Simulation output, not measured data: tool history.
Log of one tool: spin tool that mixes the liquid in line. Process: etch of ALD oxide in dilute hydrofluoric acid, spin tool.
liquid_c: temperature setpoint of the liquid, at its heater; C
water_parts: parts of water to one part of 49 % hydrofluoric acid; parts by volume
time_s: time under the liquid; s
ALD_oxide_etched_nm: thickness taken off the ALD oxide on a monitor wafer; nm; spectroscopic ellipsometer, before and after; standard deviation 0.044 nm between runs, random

run	day	liquid_c	water_parts	time_s	ALD_oxide_etched_nm
1	0.000	21.0	55	15	8.4356
2	0.262	24.5	55	15	9.7983
3	0.625	25.0	55	15	9.9887
4	0.858	25.0	35	15	16.0120
5	1.071	24.5	35	15	15.7440
6	1.250	24.0	35	15	15.4350

Run 7 is up next; what results do you expect?
# day 1.433: hydrofluoric acid flow meter replaced
7	1.433	20.5	35	15	?

ALD_oxide_etched_nm: 12.6700 nm
